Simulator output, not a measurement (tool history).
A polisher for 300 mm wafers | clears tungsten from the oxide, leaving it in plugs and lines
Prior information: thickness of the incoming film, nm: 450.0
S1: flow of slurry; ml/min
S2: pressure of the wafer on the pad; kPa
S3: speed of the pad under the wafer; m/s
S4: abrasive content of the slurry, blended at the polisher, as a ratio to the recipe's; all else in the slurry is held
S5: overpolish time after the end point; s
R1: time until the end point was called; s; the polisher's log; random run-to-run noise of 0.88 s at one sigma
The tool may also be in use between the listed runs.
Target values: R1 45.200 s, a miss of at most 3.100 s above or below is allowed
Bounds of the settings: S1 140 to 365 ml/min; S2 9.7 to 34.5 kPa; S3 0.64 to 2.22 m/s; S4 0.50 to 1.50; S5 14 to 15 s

| run | hour | S1 | S2 | S3 | S4 | S5 | R1 |
|---|---|---|---|---|---|---|---|
| 1 | 0.0 | 235 | 22.1 | 1.42 | 1.00 | 14 | 84.961 |
| 2 | 6.4 | 235 | 23.4 | 1.44 | 1.00 | 14 | 79.898 |
| 3 | 7.6 | 235 | 21.4 | 1.44 | 1.00 | 14 | 86.328 |
| 4 | 16.3 | 235 | 21.4 | 1.44 | 1.00 | 14 | 88.369 |
| 5 | 24.8 | 235 | 21.4 | 1.44 | 1.00 | 15 | 89.348 |
| 6 | 30.9 | 235 | 21.4 | 1.44 | 0.90 | 15 | 89.366 |
| 7 | 38.0 | 235 | 23.4 | 1.48 | 0.90 | 15 | 80.022 |
| 8 | 45.8 | 240 | 29.6 | 1.74 | 0.95 | 15 | 55.724 |
| 9 | 47.7 | 240 | 30.3 | 1.76 | 0.95 | 15 | 53.329 |
| 10 | 52.1 | 240 | 31.0 | 1.78 | 0.95 | 15 | 51.881 |
| 11 | 57.6 | 240 | 31.7 | 1.78 | 0.95 | 15 | 48.568 |
|  | 58.5 | slurry tank refilled with fresh slurry and peroxide |
| 12 | 58.5 | 240 | 33.1 | 1.80 | 0.95 | 15 | 40.533 |

5 candidate next runs follow, results not yet known. Just one meets every target within its allowed miss. Identify it.
| A | 59.4 | 185 | 27.6 | 1.64 | 1.05 | 14 | ? |
| B | 59.4 | 265 | 24.8 | 1.66 | 1.15 | 15 | ? |
| C | 59.4 | 260 | 28.3 | 2.08 | 1.15 | 15 | ? |
| D | 59.4 | 245 | 32.4 | 1.64 | 1.10 | 14 | ? |
| E | 59.4 | 195 | 28.3 | 1.56 | 1.10 | 15 | ? |

| move | R1 |
|---|---|
| A | 55.903 |
| B | 56.490 |
| C | 40.133 |
| D | 45.370 |
| E | 55.992 |
A: carries the result that was furthest off beyond its target, to the other side
B: carries the result that was furthest off beyond its target, to the other side
C: misses by more than the last run did
D: hits every target within its allowed miss
E: carries the result that was furthest off beyond its target, to the other side
The move that meets every target is D.

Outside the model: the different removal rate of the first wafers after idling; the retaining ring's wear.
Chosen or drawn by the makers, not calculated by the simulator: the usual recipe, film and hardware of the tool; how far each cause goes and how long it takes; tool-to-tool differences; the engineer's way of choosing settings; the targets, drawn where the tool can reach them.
